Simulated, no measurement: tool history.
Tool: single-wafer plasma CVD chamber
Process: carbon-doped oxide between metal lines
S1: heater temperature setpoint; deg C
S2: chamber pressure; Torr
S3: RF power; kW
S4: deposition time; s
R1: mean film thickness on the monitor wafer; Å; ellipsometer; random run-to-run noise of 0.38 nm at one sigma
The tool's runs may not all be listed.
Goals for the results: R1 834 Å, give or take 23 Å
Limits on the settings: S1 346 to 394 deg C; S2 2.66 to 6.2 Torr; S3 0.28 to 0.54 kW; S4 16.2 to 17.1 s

run 1 hour=0 | S1=370 S2=4.43 S3=0.41 S4=17.1 | R1=736.28
run 2 hour=2.4 | S1=370 S2=3.93 S3=0.41 S4=17.1 | R1=729.85
run 3 hour=6.6 | S1=369 S2=4.01 S3=0.435 S4=17.1 | R1=764.97
run 4 hour=11 | S1=369 S2=4.01 S3=0.435 S4=17.1 | R1=761.43
run 5 hour=16 | S1=369 S2=4.01 S3=0.435 S4=16.2 | R1=720.2
run 6 hour=20.2 | S1=377 S2=4.01 S3=0.435 S4=16.2 | R1=710.23
run 7 hour=24.7 | S1=375 S2=4.16 S3=0.46 S4=16.3 | R1=735.06
run 8 hour=27.7 | S1=372 S2=4.2 S3=0.48 S4=16.5 | R1=773.73
run 9 hour=30.3 | S1=370 S2=4.25 S3=0.495 S4=16.6 | R1=787.97
run 10 hour=36.1 | S1=369 S2=4.27 S3=0.505 S4=16.7 | R1=807.61
run 11 hour=37.9 | S1=368 S2=4.28 S3=0.51 S4=16.7 | R1=803.03

5 next moves are on the table. One of them brings every result within its allowed miss. Which?
run A hour=39.7 | S1=364 S2=4.63 S3=0.485 S4=16.2 | R1=?
run B hour=39.7 | S1=369 S2=4.41 S3=0.485 S4=16.2 | R1=?
run C hour=39.7 | S1=364 S2=4.35 S3=0.54 S4=16.6 | R1=?
run D hour=39.7 | S1=369 S2=4.33 S3=0.515 S4=16.2 | R1=?
run E hour=39.7 | S1=356 S2=5.31 S3=0.535 S4=16.7 | R1=?

move=A R1=779.89
move=B R1=766.58
move=C R1=836.15
move=D R1=787.67
move=E R1=873.5
A: the biggest miss grows against the last run
B: the biggest miss grows against the last run
C: each result inside its tolerance
D: the biggest miss grows against the last run
E: moves the result that the last run missed by most past its target, out the other side
The move that meets every target is C.
